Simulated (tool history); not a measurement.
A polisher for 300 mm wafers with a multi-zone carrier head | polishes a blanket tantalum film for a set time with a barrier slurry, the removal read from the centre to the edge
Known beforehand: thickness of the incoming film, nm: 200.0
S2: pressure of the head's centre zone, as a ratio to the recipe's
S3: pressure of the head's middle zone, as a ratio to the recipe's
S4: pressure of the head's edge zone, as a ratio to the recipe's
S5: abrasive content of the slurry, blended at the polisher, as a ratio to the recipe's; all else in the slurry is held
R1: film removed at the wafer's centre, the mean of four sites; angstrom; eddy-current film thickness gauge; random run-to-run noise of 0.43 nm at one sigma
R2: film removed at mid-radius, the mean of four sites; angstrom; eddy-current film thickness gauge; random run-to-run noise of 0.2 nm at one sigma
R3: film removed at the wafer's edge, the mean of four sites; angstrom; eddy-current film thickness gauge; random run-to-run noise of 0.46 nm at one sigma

{"run": 1, "hour": 0.0, "flow of slurry (ml/min)": 215, "S2": 1, "S3": 1, "S4": 1, "S5": 1, "polishing time (s)": 30, "R1": 326.48, "R2": 360.71, "R3": 344.33}
{"run": 2, "hour": 1.2, "flow of slurry (ml/min)": 165, "S2": 1, "S3": 1, "S4": 1, "S5": 1, "polishing time (s)": 30, "R1": 311.29, "R2": 351.31, "R3": 329.59}
{"run": 3, "hour": 5.7, "flow of slurry (ml/min)": 165, "S2": 1, "S3": 1, "S4": 1.07, "S5": 1, "polishing time (s)": 30, "R1": 318.33, "R2": 351.32, "R3": 350.91}
{"run": 4, "hour": 12.6, "flow of slurry (ml/min)": 165, "S2": 1, "S3": 1, "S4": 1.07, "S5": 1.15, "polishing time (s)": 30, "R1": 320.63, "R2": 370.04, "R3": 379.36}
{"run": 5, "hour": 20.3, "flow of slurry (ml/min)": 160, "S2": 1.01, "S3": 0.96, "S4": 1.06, "S5": 1.15, "polishing time (s)": 30, "R1": 329.31, "R2": 355.29, "R3": 368.14}
{"run": 6, "hour": 21.5, "flow of slurry (ml/min)": 160, "S2": 1.01, "S3": 0.96, "S4": 1.06, "S5": 1.25, "polishing time (s)": 30, "R1": 338.36, "R2": 358.95, "R3": 384.52}
{"run": 7, "hour": 23.6, "flow of slurry (ml/min)": 155, "S2": 1, "S3": 0.93, "S4": 1.06, "S5": 1.25, "polishing time (s)": 30, "R1": 340.53, "R2": 352.94, "R3": 373.63}

What does the tool deliver on the next run?
{"hour": 29.9, "done": "centre zone pressure recalibrated"}
{"run": 8, "hour": 29.9, "flow of slurry (ml/min)": 155, "S2": 0.99, "S3": 0.91, "S4": 1.08, "S5": 1.2, "polishing time (s)": 30, "R1": "?", "R2": "?", "R3": "?"}

{"run 8": {"R1": 370.71, "R2": 343.88, "R3": 375.96}}
